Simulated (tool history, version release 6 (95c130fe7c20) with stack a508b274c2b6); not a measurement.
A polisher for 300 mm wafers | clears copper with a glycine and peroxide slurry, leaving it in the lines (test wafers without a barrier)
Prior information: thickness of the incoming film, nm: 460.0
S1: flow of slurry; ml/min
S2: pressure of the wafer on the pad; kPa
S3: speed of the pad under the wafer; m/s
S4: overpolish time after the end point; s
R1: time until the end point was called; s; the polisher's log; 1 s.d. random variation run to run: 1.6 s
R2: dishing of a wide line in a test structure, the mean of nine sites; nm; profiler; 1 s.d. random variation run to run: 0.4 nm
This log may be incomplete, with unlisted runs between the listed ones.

run  hour   S1    S2    S3  S4      R1      R2
  1   0.0  210  14.5  0.96  15  117.88  41.479
  2   4.8  210  13.8  0.96  14  123.95  36.747
  3  12.3  210  17.2  0.96  14  104.61  44.151
  4  14.0  210  16.5  0.96  13  108.29  38.766
  5  19.9  210  16.5  0.80  13  124.04  35.475
  6  23.7  210  18.6  0.80  13  114.40  39.226
  7  26.3  215  14.5  0.80   6  134.64  15.851

Run 8 has not been measured yet. What should we expect?
  8  29.2  215  14.5  0.80   7   ?   ?

R1: 135.86 s
R2: 18.057 nm
